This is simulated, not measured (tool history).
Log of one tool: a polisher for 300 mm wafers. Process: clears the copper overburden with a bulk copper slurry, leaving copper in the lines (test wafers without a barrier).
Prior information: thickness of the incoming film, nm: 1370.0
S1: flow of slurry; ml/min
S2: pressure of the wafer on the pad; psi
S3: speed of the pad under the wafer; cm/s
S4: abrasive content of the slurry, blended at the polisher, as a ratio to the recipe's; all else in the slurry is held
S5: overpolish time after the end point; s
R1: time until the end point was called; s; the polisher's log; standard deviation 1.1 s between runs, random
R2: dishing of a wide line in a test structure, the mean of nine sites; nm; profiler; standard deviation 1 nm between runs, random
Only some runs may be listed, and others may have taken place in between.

run,hour,S1,S2,S3,S4,S5,R1,R2
1,0.0,180,3.2,116,1.0,9,146.070,52.363
2,1.1,175,3.5,116,1.0,10,133.260,63.043
3,3.9,175,3.7,116,1.0,10,127.310,65.714
4,7.5,175,4.4,116,1.0,10,110.210,76.501
5,8.6,175,4.4,116,1.1,10,105.700,78.352
6,11.4,175,4.4,116,1.1,7,106.340,58.610
7,17.0,150,4.7,124,1.1,11,96.679,92.058

Run 8 is up next; what results do you expect?
8,25.9,155,4.7,124,1.1,11,?,?

R1: 96.247 s
R2: 89.761 nm
